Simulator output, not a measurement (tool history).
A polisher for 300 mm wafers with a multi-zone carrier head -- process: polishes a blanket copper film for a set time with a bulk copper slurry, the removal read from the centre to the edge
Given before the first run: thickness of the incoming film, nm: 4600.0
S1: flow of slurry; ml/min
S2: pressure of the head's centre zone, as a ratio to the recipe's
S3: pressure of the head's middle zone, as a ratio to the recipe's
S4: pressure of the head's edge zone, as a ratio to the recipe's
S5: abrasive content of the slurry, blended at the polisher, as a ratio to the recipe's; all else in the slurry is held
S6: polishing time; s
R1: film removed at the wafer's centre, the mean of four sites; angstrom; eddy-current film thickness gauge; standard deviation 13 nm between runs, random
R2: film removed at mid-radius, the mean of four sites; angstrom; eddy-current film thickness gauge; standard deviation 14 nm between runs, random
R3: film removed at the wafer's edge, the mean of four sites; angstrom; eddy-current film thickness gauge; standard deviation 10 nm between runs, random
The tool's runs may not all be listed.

run,hour,S1,S2,S3,S4,S5,S6,R1,R2,R3
1,0.0,235,1.00,1.00,1.00,1.00,89,7172.3,7384.9,7042.8
2,4.4,235,0.91,1.00,1.00,1.00,89,6876.0,7195.6,7057.6
3,10.7,235,0.83,1.00,1.00,1.00,89,6252.1,7249.1,7107.6
4,13.3,235,0.83,1.00,1.00,1.05,89,6367.7,7307.3,7258.4
5,14.3,240,0.87,1.00,1.02,1.20,94,6952.8,7862.0,7795.6
6,16.7,245,0.90,0.99,1.04,1.25,101,7970.0,8576.7,8717.8
7,20.1,250,0.92,0.99,1.07,1.30,103,8367.6,8952.6,8971.5
8,28.6,250,0.93,0.98,1.08,1.35,106,8901.2,8827.8,9280.4
9,36.7,255,0.93,0.99,1.09,1.40,108,9059.1,9343.4,9621.9
10,45.7,260,0.93,0.99,1.10,1.45,110,9256.0,9621.7,9833.8

Run 11 is up next; what results do you expect?
11,48.2,260,0.93,0.99,1.11,1.45,111,?,?,?

R1: 9220.2 angstrom
R2: 9773.2 angstrom
R3: 10156.0 angstrom
